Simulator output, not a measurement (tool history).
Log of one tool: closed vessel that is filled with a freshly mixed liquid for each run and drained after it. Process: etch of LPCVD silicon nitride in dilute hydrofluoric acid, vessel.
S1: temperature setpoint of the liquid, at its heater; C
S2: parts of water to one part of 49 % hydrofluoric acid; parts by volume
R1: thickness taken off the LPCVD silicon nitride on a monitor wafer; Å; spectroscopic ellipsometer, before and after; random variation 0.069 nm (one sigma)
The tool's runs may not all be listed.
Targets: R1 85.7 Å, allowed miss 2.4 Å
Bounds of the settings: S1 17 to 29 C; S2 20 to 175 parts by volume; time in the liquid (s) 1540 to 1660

{"run": 1, "hour": 0.0, "S1": 21, "S2": 95, "time in the liquid (s)": 1540, "R1": 65.661}
{"run": 2, "hour": 5.9, "S1": 22.5, "S2": 95, "time in the liquid (s)": 1540, "R1": 73.239}
{"run": 3, "hour": 12.8, "S1": 24, "S2": 95, "time in the liquid (s)": 1540, "R1": 80.882}
{"run": 4, "hour": 15.6, "S1": 24, "S2": 60, "time in the liquid (s)": 1540, "R1": 126.61}
{"run": 5, "hour": 25.2, "S1": 22, "S2": 60, "time in the liquid (s)": 1540, "R1": 112.92}
{"run": 6, "hour": 30.1, "S1": 22, "S2": 60, "time in the liquid (s)": 1660, "R1": 119.51}
{"run": 7, "hour": 31.6, "S1": 22, "S2": 60, "time in the liquid (s)": 1660, "R1": 119.5}
{"run": 8, "hour": 38.0, "S1": 20.5, "S2": 60, "time in the liquid (s)": 1660, "R1": 109.3}
{"run": 9, "hour": 46.7, "S1": 19.5, "S2": 60, "time in the liquid (s)": 1660, "R1": 100.28}
{"run": 10, "hour": 48.6, "S1": 19, "S2": 60, "time in the liquid (s)": 1660, "R1": 98.692}
{"run": 11, "hour": 51.6, "S1": 18.5, "S2": 60, "time in the liquid (s)": 1660, "R1": 93.493}
{"run": 12, "hour": 55.9, "S1": 18, "S2": 60, "time in the liquid (s)": 1660, "R1": 91.726}

Which of these 4 next moves meets every target?
{"run": "A", "hour": 60.2, "S1": 18.5, "S2": 70, "time in the liquid (s)": 1615, "R1": "?"}
{"run": "B", "hour": 60.2, "S1": 17, "S2": 55, "time in the liquid (s)": 1540, "R1": "?"}
{"run": "C", "hour": 60.2, "S1": 19, "S2": 75, "time in the liquid (s)": 1660, "R1": "?"}
{"run": "D", "hour": 60.2, "S1": 17, "S2": 60, "time in the liquid (s)": 1540, "R1": "?"}

move=A R1=78.367
move=B R1=84.985
move=C R1=77.983
move=D R1=78.112
A: takes the result that was furthest off past its target
B: meets every target
C: takes the result that was furthest off past its target
D: takes the result that was furthest off past its target
Move B is the one to make.

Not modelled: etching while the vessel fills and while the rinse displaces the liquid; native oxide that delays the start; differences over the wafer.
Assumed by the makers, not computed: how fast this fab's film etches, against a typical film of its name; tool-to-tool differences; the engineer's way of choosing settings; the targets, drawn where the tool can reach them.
